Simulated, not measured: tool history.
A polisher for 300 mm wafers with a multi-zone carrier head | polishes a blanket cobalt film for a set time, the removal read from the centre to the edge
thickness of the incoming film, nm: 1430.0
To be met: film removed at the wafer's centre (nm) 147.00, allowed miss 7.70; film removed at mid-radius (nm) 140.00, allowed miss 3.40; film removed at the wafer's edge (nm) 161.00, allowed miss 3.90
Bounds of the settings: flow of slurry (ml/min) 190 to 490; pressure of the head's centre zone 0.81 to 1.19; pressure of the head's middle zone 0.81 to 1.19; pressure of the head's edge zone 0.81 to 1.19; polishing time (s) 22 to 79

| run | day | flow of slurry (ml/min) | pressure of the head's centre zone | pressure of the head's middle zone | pressure of the head's edge zone | polishing time (s) | film removed at the wafer's centre (nm) | film removed at mid-radius (nm) | film removed at the wafer's edge (nm) |
|---|---|---|---|---|---|---|---|---|---|
| 1 | 0.000 | 315 | 1.00 | 1.00 | 1.00 | 50 | 186.39 | 186.08 | 191.38 |
| 2 | 0.171 | 315 | 1.00 | 1.00 | 0.94 | 50 | 188.13 | 189.21 | 186.71 |
| 3 | 0.429 | 380 | 1.00 | 1.00 | 0.94 | 50 | 184.25 | 188.31 | 188.30 |
| 4 | 0.488 | 380 | 1.00 | 1.00 | 0.97 | 50 | 187.39 | 190.39 | 192.91 |
| 5 | 0.825 | 380 | 1.00 | 1.00 | 1.03 | 50 | 187.48 | 190.86 | 195.29 |
| 6 | 0.879 | 380 | 1.00 | 1.00 | 1.03 | 41 | 151.23 | 154.17 | 160.90 |
| 7 | 1.033 | 375 | 0.99 | 0.97 | 1.03 | 41 | 152.09 | 151.07 | 161.41 |
| 8 | 1.238 | 330 | 0.95 | 0.88 | 1.05 | 40 | 142.30 | 134.54 | 158.30 |
| 9 | 1.467 | 330 | 0.96 | 0.89 | 1.06 | 40 | 141.53 | 134.36 | 157.51 |

4 next moves are on the table. One of them brings every result within its allowed miss. Which?
| A | 1.696 | 305 | 1.01 | 0.81 | 1.06 | 43 | ? | ? | ? |
| B | 1.696 | 320 | 0.97 | 0.94 | 1.03 | 41 | ? | ? | ? |
| C | 1.696 | 360 | 1.16 | 0.97 | 0.93 | 40 | ? | ? | ? |
| D | 1.696 | 370 | 1.00 | 0.91 | 1.08 | 40 | ? | ? | ? |

| move | film removed at the wafer's centre (nm) | film removed at mid-radius (nm) | film removed at the wafer's edge (nm) |
|---|---|---|---|
| A | 156.23 | 134.82 | 168.44 |
| B | 145.98 | 145.98 | 158.57 |
| C | 161.77 | 147.54 | 148.35 |
| D | 147.04 | 140.20 | 159.86 |
A: further off than the last run
B: takes the result that was furthest off past its target
C: takes the result that was furthest off past its target
D: meets every target
Answer: D

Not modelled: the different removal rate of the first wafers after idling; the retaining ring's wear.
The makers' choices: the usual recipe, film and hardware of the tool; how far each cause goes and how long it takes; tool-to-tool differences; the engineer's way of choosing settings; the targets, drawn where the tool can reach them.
